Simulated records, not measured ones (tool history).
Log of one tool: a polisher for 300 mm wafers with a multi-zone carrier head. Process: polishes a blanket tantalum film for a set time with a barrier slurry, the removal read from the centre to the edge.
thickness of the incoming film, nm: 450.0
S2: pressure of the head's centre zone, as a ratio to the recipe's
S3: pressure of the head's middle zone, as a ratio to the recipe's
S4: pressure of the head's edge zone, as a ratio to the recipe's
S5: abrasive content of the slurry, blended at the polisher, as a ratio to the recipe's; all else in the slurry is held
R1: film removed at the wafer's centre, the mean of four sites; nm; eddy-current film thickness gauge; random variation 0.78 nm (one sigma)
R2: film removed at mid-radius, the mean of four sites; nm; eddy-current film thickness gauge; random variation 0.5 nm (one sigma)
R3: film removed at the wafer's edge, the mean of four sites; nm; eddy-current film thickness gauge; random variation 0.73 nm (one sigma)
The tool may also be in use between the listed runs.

run 1 hour=0.0 | flow_of_slurry_(ml/min)=290 S2=1.00 S3=1.00 S4=1.00 S5=1.00 polishing_time_(s)=61 | R1=93.975 R2=91.945 R3=92.413
run 2 hour=0.7 | flow_of_slurry_(ml/min)=290 S2=1.00 S3=0.91 S4=1.00 S5=1.00 polishing_time_(s)=61 | R1=92.732 R2=85.495 R3=93.561
run 3 hour=9.5 | flow_of_slurry_(ml/min)=290 S2=1.00 S3=0.91 S4=1.09 S5=1.00 polishing_time_(s)=61 | R1=90.060 R2=84.571 R3=94.690
run 4 hour=16.0 | flow_of_slurry_(ml/min)=290 S2=0.96 S3=0.91 S4=1.09 S5=1.00 polishing_time_(s)=61 | R1=89.655 R2=83.440 R3=95.473
run 5 hour=24.9 | flow_of_slurry_(ml/min)=290 S2=0.96 S3=0.91 S4=1.09 S5=1.00 polishing_time_(s)=73 | R1=104.120 R2=100.900 R3=115.300
run 6 hour=30.0 | flow_of_slurry_(ml/min)=290 S2=0.97 S3=0.91 S4=1.08 S5=0.85 polishing_time_(s)=60 | R1=84.032 R2=80.307 R3=89.888
run 7 hour=39.0 | flow_of_slurry_(ml/min)=290 S2=0.99 S3=0.90 S4=1.07 S5=0.75 polishing_time_(s)=51 | R1=72.233 R2=66.297 R3=73.901
run 8 hour=44.5 | flow_of_slurry_(ml/min)=290 S2=0.99 S3=0.89 S4=1.06 S5=0.65 polishing_time_(s)=46 | R1=60.920 R2=55.953 R3=63.305

Run 9 comes next. What will it give?
run 9 hour=45.9 | flow_of_slurry_(ml/min)=290 S2=1.00 S3=0.88 S4=1.02 S5=0.60 polishing_time_(s)=45 | R1=? R2=? R3=?

{"run 9": {"R1": 56.993, "R2": 53.866, "R3": 59.447}}

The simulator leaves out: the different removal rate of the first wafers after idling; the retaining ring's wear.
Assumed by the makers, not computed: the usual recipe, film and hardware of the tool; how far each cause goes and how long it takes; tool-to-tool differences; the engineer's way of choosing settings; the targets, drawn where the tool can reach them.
